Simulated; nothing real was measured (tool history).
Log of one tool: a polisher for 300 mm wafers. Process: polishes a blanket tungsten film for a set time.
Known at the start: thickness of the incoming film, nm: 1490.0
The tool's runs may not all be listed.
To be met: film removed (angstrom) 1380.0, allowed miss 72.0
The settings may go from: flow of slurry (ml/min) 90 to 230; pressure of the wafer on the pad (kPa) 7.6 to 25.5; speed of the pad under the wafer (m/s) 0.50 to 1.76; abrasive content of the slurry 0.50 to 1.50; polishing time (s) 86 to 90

run	hour	flow of slurry (ml/min)	pressure of the wafer on the pad (kPa)	speed of the pad under the wafer (m/s)	abrasive content of the slurry	polishing time (s)	film removed (angstrom)
1	0.0	150	16.5	1.12	1.00	86	2453.2
2	6.6	150	15.2	1.12	1.00	86	2257.3
3	12.4	150	15.2	0.92	1.00	86	1972.4
4	19.9	180	15.2	0.92	1.00	86	1977.4
5	23.7	180	14.5	0.92	1.00	86	1916.8
6	29.7	180	13.8	0.92	1.00	86	1800.7
7	37.1	180	13.1	0.92	1.00	86	1695.5
8	37.9	180	12.4	0.92	1.00	86	1630.8
9	39.4	180	11.0	0.92	1.00	86	1453.0

4 next moves are on the table. One of them brings every result within its allowed miss. Which?
A	40.9	160	14.5	0.70	1.15	86	?
B	40.9	175	10.3	1.08	0.95	87	?
C	40.9	175	11.7	0.76	1.05	87	?
D	40.9	185	11.7	0.94	1.00	86	?

move	film removed (angstrom)
A	1563.3
B	1561.4
C	1364.0
D	1587.2
A: further off than the last run
B: further off than the last run
C: meets every target
D: further off than the last run
Move C is the one to make.
